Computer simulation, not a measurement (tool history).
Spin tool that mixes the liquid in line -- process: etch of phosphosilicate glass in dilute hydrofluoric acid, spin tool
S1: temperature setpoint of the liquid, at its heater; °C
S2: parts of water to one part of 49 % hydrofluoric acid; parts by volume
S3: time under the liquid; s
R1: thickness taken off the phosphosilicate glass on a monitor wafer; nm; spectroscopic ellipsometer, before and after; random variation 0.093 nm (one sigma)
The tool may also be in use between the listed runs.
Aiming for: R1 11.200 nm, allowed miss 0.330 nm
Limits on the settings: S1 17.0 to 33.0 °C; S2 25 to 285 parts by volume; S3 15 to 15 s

Run 1, hour 0.0: S1 25.0 °C, S2 155 parts by volume, S3 15 s. Result: R1 14.076 nm.
Run 2, hour 4.1: S1 23.0 °C, S2 155 parts by volume, S3 15 s. Result: R1 12.883 nm.
Run 3, hour 8.5: S1 22.0 °C, S2 155 parts by volume, S3 15 s. Result: R1 12.432 nm.
Run 4, hour 10.5: S1 22.0 °C, S2 130 parts by volume, S3 15 s. Result: R1 15.467 nm.
Run 5, hour 17.9: S1 22.0 °C, S2 130 parts by volume, S3 15 s. Result: R1 15.257 nm.
Run 6, hour 23.9: S1 20.5 °C, S2 135 parts by volume, S3 15 s. Result: R1 13.637 nm.
Run 7, hour 26.7: S1 20.5 °C, S2 135 parts by volume, S3 15 s. Result: R1 13.729 nm.
At hour 34.8: hydrofluoric acid flow meter replaced.
Run 8, hour 34.8: S1 19.5 °C, S2 140 parts by volume, S3 15 s. Result: R1 14.298 nm.
Run 9, hour 43.4: S1 19.5 °C, S2 155 parts by volume, S3 15 s. Result: R1 12.886 nm.
Run 10, hour 44.3: S1 19.5 °C, S2 165 parts by volume, S3 15 s. Result: R1 11.744 nm.
Run 11, hour 48.4: S1 19.0 °C, S2 165 parts by volume, S3 15 s. Result: R1 11.571 nm.

Consider the 4 candidate settings below. Which is the only one whose results all fall within their allowed miss of target?
Run A, hour 52.5: S1 19.5 °C, S2 160 parts by volume, S3 15 s. Result: R1 ?.
Run B, hour 52.5: S1 17.0 °C, S2 150 parts by volume, S3 15 s. Result: R1 ?.
Run C, hour 52.5: S1 20.0 °C, S2 165 parts by volume, S3 15 s. Result: R1 ?.
Run D, hour 52.5: S1 18.0 °C, S2 165 parts by volume, S3 15 s. Result: R1 ?.

move      R1
   A  12.089
   B  11.773
   C  11.897
   D  10.985
A: misses by more than the last run did
B: misses by more than the last run did
C: misses by more than the last run did
D: meets every target
Go with D: it meets all targets.
